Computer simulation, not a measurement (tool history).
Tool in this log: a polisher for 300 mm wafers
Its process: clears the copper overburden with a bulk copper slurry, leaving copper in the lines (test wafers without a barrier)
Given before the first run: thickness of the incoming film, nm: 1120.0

run,hour,flow of slurry (ml/min),pressure of the wafer on the pad (kPa),speed of the pad under the wafer (m/s),abrasive content of the slurry,overpolish time after the end point (s),time until the end point was called (s),dishing of a wide line in a test structure (angstrom)
1,0.0,270,14.5,1.06,1.0,25,184.95,798.83
2,2.8,270,15.2,1.06,1.0,24,176.19,811.60
3,8.7,270,17.2,1.06,1.0,24,152.26,894.07
4,10.5,270,14.5,1.06,1.0,24,184.25,751.43
5,15.4,270,13.1,1.06,1.0,24,203.45,714.02
6,17.6,270,13.1,1.16,1.0,24,184.54,763.17
7,19.7,270,13.8,1.16,1.0,23,184.97,786.78
8,21.7,275,14.5,1.16,1.0,22,167.69,768.41
9,22.7,275,15.2,1.16,1.0,22,161.09,785.91

Estimate the outcome of run 10 from the log above:
10,25.6,275,15.9,1.16,1.0,22,?,?

{"run 10": {"time until the end point was called (s)": 150.75, "dishing of a wide line in a test structure (angstrom)": 836.59}}
